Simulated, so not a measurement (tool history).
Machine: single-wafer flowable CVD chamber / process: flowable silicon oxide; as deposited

| run | hour | heater temperature setpoint (°C) | chamber pressure (Pa) | RF power (W) | deposition time (s) | mean film thickness on the monitor wafer (nm) |
|---|---|---|---|---|---|---|
| 1 | 0.0 | 90 | 125.3 | 1715 | 678 | 622.00 |
| 2 | 3.6 | 90 | 108.4 | 1715 | 678 | 538.83 |
| 3 | 4.7 | 90 | 123.1 | 1715 | 678 | 615.36 |
| 4 | 7.5 | 87 | 123.2 | 1715 | 678 | 676.53 |
| 5 | 16.3 | 87 | 105.3 | 1715 | 678 | 579.81 |
| 6 | 20.5 | 97 | 105.3 | 1715 | 678 | 401.69 |
| 7 | 24.4 | 93 | 105.6 | 1715 | 678 | 471.34 |
| 8 | 30.8 | 90 | 106.1 | 1715 | 678 | 527.19 |
| 9 | 33.2 | 87 | 106.4 | 1715 | 678 | 586.84 |
| 10 | 42.2 | 87 | 106.4 | 1715 | 678 | 582.85 |
| 11 | 47.9 | 84 | 106.9 | 1715 | 678 | 658.58 |
| 12 | 50.4 | 82 | 106.9 | 1715 | 678 | 705.74 |

Forecast run 13:
| 13 | 58.9 | 80 | 107.1 | 1715 | 678 | ? |

{"run 13": {"mean film thickness on the monitor wafer (nm)": 745.07}}
